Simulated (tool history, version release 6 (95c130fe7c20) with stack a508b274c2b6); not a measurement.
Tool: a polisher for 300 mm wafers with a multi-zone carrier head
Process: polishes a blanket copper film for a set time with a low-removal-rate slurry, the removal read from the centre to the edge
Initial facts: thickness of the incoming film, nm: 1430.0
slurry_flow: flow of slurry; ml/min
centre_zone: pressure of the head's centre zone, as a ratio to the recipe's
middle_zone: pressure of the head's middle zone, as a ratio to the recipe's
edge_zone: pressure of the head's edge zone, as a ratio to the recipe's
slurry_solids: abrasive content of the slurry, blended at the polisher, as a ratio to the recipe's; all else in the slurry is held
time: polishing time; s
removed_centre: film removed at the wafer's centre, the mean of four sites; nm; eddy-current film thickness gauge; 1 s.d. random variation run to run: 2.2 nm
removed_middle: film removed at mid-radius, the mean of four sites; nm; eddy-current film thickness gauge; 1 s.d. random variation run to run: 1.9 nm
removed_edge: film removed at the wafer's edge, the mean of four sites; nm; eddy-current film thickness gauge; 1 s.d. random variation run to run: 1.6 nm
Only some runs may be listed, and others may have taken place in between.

Run 1, hour 0.0: slurry_flow 250 ml/min, centre_zone 1.00, middle_zone 1.00, edge_zone 1.00, slurry_solids 1.00, time 40 s. Result: removed_centre 160.09 nm, removed_middle 158.32 nm, removed_edge 162.51 nm.
Run 2, hour 6.3: slurry_flow 255 ml/min, centre_zone 1.00, middle_zone 1.01, edge_zone 1.03, slurry_solids 1.10, time 41 s. Result: removed_centre 165.22 nm, removed_middle 165.33 nm, removed_edge 171.63 nm.
Run 3, hour 9.3: slurry_flow 255 ml/min, centre_zone 1.00, middle_zone 1.01, edge_zone 1.03, slurry_solids 1.30, time 41 s. Result: removed_centre 172.11 nm, removed_middle 170.53 nm, removed_edge 175.26 nm.
Run 4, hour 15.8: slurry_flow 255 ml/min, centre_zone 1.00, middle_zone 1.01, edge_zone 0.95, slurry_solids 1.30, time 41 s. Result: removed_centre 171.95 nm, removed_middle 171.70 nm, removed_edge 170.96 nm.
Run 5, hour 23.8: slurry_flow 255 ml/min, centre_zone 1.00, middle_zone 1.01, edge_zone 0.95, slurry_solids 1.30, time 31 s. Result: removed_centre 129.05 nm, removed_middle 129.15 nm, removed_edge 128.47 nm.
Run 6, hour 29.3: slurry_flow 260 ml/min, centre_zone 1.00, middle_zone 1.02, edge_zone 0.98, slurry_solids 1.35, time 34 s. Result: removed_centre 142.09 nm, removed_middle 142.38 nm, removed_edge 145.88 nm.
Run 7, hour 34.8: slurry_flow 270 ml/min, centre_zone 1.01, middle_zone 1.04, edge_zone 1.01, slurry_solids 1.40, time 36 s. Result: removed_centre 153.08 nm, removed_middle 155.29 nm, removed_edge 156.51 nm.

What will run 8 give?
Run 8, hour 35.8: slurry_flow 280 ml/min, centre_zone 1.01, middle_zone 1.05, edge_zone 1.04, slurry_solids 1.40, time 38 s. Result: removed_centre ?, removed_middle ?, removed_edge ?.

{"run 8": {"removed_centre": 164.04, "removed_middle": 164.05, "removed_edge": 167.56}}
